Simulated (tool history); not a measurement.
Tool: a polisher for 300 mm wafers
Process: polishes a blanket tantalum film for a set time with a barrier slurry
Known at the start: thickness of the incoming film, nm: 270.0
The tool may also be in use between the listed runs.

run    day  flow of slurry (ml/min)  pressure of the wafer on the pad (psi)  speed of the pad under the wafer (cm/s)  abrasive content of the slurry  polishing time (s)  film removed (nm)
  1      0                      175                                     2.3                                       76                               1                  38              53.58
  2  0.038                      200                                     2.3                                       76                               1                  38             54.574
  3  0.133                      230                                     2.3                                       76                               1                  38             55.732
  4  0.358                      230                                     2.3                                       76                               1                  38             55.866
  5  0.692                      230                                     2.6                                       76                               1                  38             63.283
  6  1.033                      205                                     2.6                                       76                               1                  38             61.993
     1.125  -- slurry nozzle cleaned
  7  1.125                      210                                     2.8                                       76                               1                  38             70.789

The next listed run, before its measurement:
  8  1.496                      210                                     2.9                                       76                               1                  38                  ?

Run 8 gave film removed (nm) 72.151.

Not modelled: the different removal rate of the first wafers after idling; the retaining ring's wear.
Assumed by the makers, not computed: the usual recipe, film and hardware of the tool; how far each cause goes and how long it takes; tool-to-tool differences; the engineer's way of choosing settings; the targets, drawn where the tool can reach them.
